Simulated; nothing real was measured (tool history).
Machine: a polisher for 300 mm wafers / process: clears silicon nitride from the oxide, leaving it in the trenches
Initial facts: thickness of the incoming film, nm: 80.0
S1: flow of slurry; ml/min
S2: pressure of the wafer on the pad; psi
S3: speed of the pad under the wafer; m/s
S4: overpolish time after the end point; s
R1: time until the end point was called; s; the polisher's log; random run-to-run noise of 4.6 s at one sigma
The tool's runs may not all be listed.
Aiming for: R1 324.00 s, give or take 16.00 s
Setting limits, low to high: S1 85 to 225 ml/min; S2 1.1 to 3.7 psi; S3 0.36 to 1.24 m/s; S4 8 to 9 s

Run 1, day 0.000: S1 145 ml/min, S2 2.4 psi, S3 0.80 m/s, S4 9 s. Result: R1 142.78 s.
Run 2, day 0.329: S1 145 ml/min, S2 2.2 psi, S3 0.76 m/s, S4 9 s. Result: R1 166.51 s.
Run 3, day 0.450: S1 145 ml/min, S2 2.2 psi, S3 0.76 m/s, S4 8 s. Result: R1 164.19 s.
Run 4, day 0.562: S1 145 ml/min, S2 2.0 psi, S3 0.74 m/s, S4 8 s. Result: R1 177.70 s.
Run 5, day 0.592: S1 145 ml/min, S2 1.7 psi, S3 0.74 m/s, S4 8 s. Result: R1 197.41 s.
Run 6, day 0.917: S1 145 ml/min, S2 1.6 psi, S3 0.70 m/s, S4 8 s. Result: R1 215.74 s.
Run 7, day 1.221: S1 145 ml/min, S2 1.5 psi, S3 0.68 m/s, S4 8 s. Result: R1 236.39 s.
Run 8, day 1.462: S1 145 ml/min, S2 1.4 psi, S3 0.66 m/s, S4 8 s. Result: R1 239.22 s.
Run 9, day 1.525: S1 145 ml/min, S2 1.4 psi, S3 0.64 m/s, S4 8 s. Result: R1 253.12 s.
Run 10, day 1.829: S1 145 ml/min, S2 1.4 psi, S3 0.62 m/s, S4 8 s. Result: R1 256.92 s.
Run 11, day 1.892: S1 145 ml/min, S2 1.4 psi, S3 0.60 m/s, S4 8 s. Result: R1 270.25 s.

Exercise: of the 5 proposed moves below, exactly one satisfies all targets within the stated allowed misses. Which move is it?
Run A, day 1.954: S1 130 ml/min, S2 1.1 psi, S3 0.50 m/s, S4 8 s. Result: R1 ?.
Run B, day 1.954: S1 155 ml/min, S2 1.1 psi, S3 0.50 m/s, S4 9 s. Result: R1 ?.
Run C, day 1.954: S1 125 ml/min, S2 1.4 psi, S3 0.44 m/s, S4 9 s. Result: R1 ?.
Run D, day 1.954: S1 95 ml/min, S2 1.1 psi, S3 0.56 m/s, S4 8 s. Result: R1 ?.
Run E, day 1.954: S1 145 ml/min, S2 1.4 psi, S3 0.50 m/s, S4 9 s. Result: R1 ?.

move      R1
   A  361.31
   B  348.73
   C  362.78
   D  352.54
   E  311.27
A: pushes the last run's worst result past its target
B: pushes the last run's worst result past its target
C: pushes the last run's worst result past its target
D: pushes the last run's worst result past its target
E: every result within its allowed miss
The right move is E.

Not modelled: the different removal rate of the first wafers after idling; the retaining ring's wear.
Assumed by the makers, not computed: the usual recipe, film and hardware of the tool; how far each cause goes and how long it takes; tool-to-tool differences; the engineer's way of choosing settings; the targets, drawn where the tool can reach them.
